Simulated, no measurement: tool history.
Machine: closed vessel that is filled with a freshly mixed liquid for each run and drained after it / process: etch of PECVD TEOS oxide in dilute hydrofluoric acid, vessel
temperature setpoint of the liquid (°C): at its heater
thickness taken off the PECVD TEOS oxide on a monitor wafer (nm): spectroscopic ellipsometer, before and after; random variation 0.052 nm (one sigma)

run,hour,temperature setpoint of the liquid (°C),parts of water to one part of 49 % hydrofluoric acid (parts by volume),time in the liquid (s),thickness taken off the PECVD TEOS oxide on a monitor wafer (nm)
1,0.0,24.0,260,160,10.1740
2,3.1,24.0,300,160,8.4894
3,10.0,24.0,245,160,10.9890
4,11.1,25.0,245,160,11.3860
5,19.1,25.5,245,160,11.6010
6,23.5,25.5,320,160,8.1630

What will run 7 give?
7,31.6,27.0,310,160,?

Run 7 measured thickness taken off the PECVD TEOS oxide on a monitor wafer (nm) 9.0319.
